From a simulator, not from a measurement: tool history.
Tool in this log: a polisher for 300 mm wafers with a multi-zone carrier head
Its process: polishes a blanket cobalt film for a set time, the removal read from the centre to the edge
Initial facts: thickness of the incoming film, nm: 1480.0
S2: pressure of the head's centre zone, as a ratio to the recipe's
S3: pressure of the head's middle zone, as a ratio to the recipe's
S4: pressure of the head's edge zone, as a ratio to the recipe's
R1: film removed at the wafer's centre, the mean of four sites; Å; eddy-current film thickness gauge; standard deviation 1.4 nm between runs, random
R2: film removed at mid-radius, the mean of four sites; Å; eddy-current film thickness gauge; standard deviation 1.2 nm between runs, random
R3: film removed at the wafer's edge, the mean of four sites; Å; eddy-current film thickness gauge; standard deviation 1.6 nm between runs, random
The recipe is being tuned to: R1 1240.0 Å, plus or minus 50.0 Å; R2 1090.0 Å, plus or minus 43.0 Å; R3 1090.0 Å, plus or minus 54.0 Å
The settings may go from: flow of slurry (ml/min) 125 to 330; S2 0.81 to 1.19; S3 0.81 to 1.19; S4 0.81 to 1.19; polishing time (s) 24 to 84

Run 1, day 0.000: flow of slurry (ml/min) 210, S2 1.00, S3 1.00, S4 1.00, polishing time (s) 54. Result: R1 1753.5 Å, R2 1801.9 Å, R3 1827.8 Å.
Run 2, day 0.246: flow of slurry (ml/min) 210, S2 1.02, S3 0.99, S4 0.97, polishing time (s) 49. Result: R1 1624.4 Å, R2 1608.4 Å, R3 1618.1 Å.
Run 3, day 0.267: flow of slurry (ml/min) 210, S2 1.03, S3 0.97, S4 0.94, polishing time (s) 45. Result: R1 1515.4 Å, R2 1427.0 Å, R3 1420.3 Å.
Run 4, day 0.296: flow of slurry (ml/min) 210, S2 1.03, S3 0.97, S4 0.98, polishing time (s) 45. Result: R1 1512.1 Å, R2 1426.5 Å, R3 1480.2 Å.
Run 5, day 0.608: flow of slurry (ml/min) 210, S2 1.03, S3 1.03, S4 0.98, polishing time (s) 45. Result: R1 1477.6 Å, R2 1530.8 Å, R3 1436.1 Å.
Run 6, day 0.904: flow of slurry (ml/min) 205, S2 1.03, S3 1.01, S4 0.96, polishing time (s) 43. Result: R1 1413.2 Å, R2 1445.6 Å, R3 1407.0 Å.
Run 7, day 1.000: flow of slurry (ml/min) 210, S2 1.04, S3 0.99, S4 0.94, polishing time (s) 41. Result: R1 1383.6 Å, R2 1342.3 Å, R3 1319.9 Å.
Run 8, day 1.100: flow of slurry (ml/min) 200, S2 1.03, S3 0.90, S4 0.84, polishing time (s) 35. Result: R1 1156.6 Å, R2 1036.2 Å, R3 1068.1 Å.
Run 9, day 1.238: flow of slurry (ml/min) 205, S2 1.04, S3 0.91, S4 0.84, polishing time (s) 35. Result: R1 1154.4 Å, R2 1059.8 Å, R3 1072.6 Å.

Below are 5 possible settings for the next run. Only one of them brings all results inside the allowed miss of their targets. Which is it?
Run A, day 1.375: flow of slurry (ml/min) 210, S2 1.01, S3 0.93, S4 0.84, polishing time (s) 35. Result: R1 ?, R2 ?, R3 ?.
Run B, day 1.375: flow of slurry (ml/min) 245, S2 1.19, S3 0.92, S4 0.81, polishing time (s) 34. Result: R1 ?, R2 ?, R3 ?.
Run C, day 1.375: flow of slurry (ml/min) 175, S2 1.09, S3 0.92, S4 0.81, polishing time (s) 36. Result: R1 ?, R2 ?, R3 ?.
Run D, day 1.375: flow of slurry (ml/min) 210, S2 1.10, S3 0.87, S4 0.87, polishing time (s) 35. Result: R1 ?, R2 ?, R3 ?.
Run E, day 1.375: flow of slurry (ml/min) 240, S2 0.99, S3 0.86, S4 0.91, polishing time (s) 34. Result: R1 ?, R2 ?, R3 ?.

move      R1      R2      R3
   A  1122.2  1082.0  1101.4
   B  1313.4  1060.8  1072.8
   C  1210.4  1073.9  1098.1
   D  1222.4  1023.2  1115.2
   E  1087.9  1001.7  1114.1
A: misses by more than the last run did
B: pushes the last run's worst result past its target
C: hits every target within its allowed miss
D: puts the biggest miss on target and leaves a different result outside tolerance
E: misses by more than the last run did
The move that meets every target is C.
